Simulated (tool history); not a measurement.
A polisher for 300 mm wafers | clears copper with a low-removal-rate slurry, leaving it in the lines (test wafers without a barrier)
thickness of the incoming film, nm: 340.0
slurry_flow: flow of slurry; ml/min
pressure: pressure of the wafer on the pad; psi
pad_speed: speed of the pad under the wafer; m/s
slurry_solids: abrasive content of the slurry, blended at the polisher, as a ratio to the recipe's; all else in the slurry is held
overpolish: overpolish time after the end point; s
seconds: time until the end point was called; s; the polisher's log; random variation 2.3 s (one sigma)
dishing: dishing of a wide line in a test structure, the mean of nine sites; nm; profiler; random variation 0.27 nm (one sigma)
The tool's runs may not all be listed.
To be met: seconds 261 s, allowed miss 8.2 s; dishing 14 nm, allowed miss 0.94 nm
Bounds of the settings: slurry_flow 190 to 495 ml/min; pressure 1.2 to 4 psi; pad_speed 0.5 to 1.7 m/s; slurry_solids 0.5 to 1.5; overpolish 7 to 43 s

Run 1, hour 0: slurry_flow 320 ml/min, pressure 2.6 psi, pad_speed 1.1 m/s, slurry_solids 1, overpolish 22 s. Result: seconds 95.651 s, dishing 48.077 nm.
Run 2, hour 3.7: slurry_flow 320 ml/min, pressure 2.6 psi, pad_speed 1.1 m/s, slurry_solids 1.2, overpolish 22 s. Result: seconds 92.782 s, dishing 50.575 nm.
Run 3, hour 8.6: slurry_flow 315 ml/min, pressure 2.4 psi, pad_speed 0.98 m/s, slurry_solids 1.2, overpolish 20 s. Result: seconds 112.95 s, dishing 38.545 nm.
Run 4, hour 13: slurry_flow 265 ml/min, pressure 2.4 psi, pad_speed 0.98 m/s, slurry_solids 1.2, overpolish 20 s. Result: seconds 115.43 s, dishing 39.374 nm.
Run 5, hour 17.9: slurry_flow 265 ml/min, pressure 2.6 psi, pad_speed 0.98 m/s, slurry_solids 1.2, overpolish 20 s. Result: seconds 105.62 s, dishing 42.082 nm.
Run 6, hour 23.9: slurry_flow 265 ml/min, pressure 2.3 psi, pad_speed 0.9 m/s, slurry_solids 1.2, overpolish 19 s. Result: seconds 128.22 s, dishing 33.801 nm.
Run 7, hour 26.7: slurry_flow 265 ml/min, pressure 2.1 psi, pad_speed 0.84 m/s, slurry_solids 1.2, overpolish 18 s. Result: seconds 152.55 s, dishing 28.198 nm.
Run 8, hour 31: slurry_flow 265 ml/min, pressure 1.9 psi, pad_speed 0.82 m/s, slurry_solids 1.2, overpolish 17 s. Result: seconds 170.59 s, dishing 23.537 nm.
Run 9, hour 35.7: slurry_flow 265 ml/min, pressure 1.2 psi, pad_speed 0.66 m/s, slurry_solids 1.2, overpolish 15 s. Result: seconds 322.28 s, dishing 11.28 nm.

Which of these 5 next moves meets every target?
Run A, hour 40.4: slurry_flow 270 ml/min, pressure 1.2 psi, pad_speed 0.54 m/s, slurry_solids 1.05, overpolish 23 s. Result: seconds ?, dishing ?.
Run B, hour 40.4: slurry_flow 315 ml/min, pressure 1.3 psi, pad_speed 0.72 m/s, slurry_solids 1.45, overpolish 15 s. Result: seconds ?, dishing ?.
Run C, hour 40.4: slurry_flow 210 ml/min, pressure 1.5 psi, pad_speed 0.64 m/s, slurry_solids 1.2, overpolish 16 s. Result: seconds ?, dishing ?.
Run D, hour 40.4: slurry_flow 255 ml/min, pressure 1.3 psi, pad_speed 0.52 m/s, slurry_solids 1.35, overpolish 15 s. Result: seconds ?, dishing ?.
Run E, hour 40.4: slurry_flow 265 ml/min, pressure 1.2 psi, pad_speed 0.5 m/s, slurry_solids 1.2, overpolish 29 s. Result: seconds ?, dishing ?.

move  seconds  dishing
   A    406.5   13.693
   B    263.5   13.805
   C   281.85   13.826
   D   372.64   9.9465
   E   425.61   16.271
A: further off than the last run
B: meets every target
C: nearer than the last run, and not there yet
D: further off than the last run
E: further off than the last run
Move B is the one to make.

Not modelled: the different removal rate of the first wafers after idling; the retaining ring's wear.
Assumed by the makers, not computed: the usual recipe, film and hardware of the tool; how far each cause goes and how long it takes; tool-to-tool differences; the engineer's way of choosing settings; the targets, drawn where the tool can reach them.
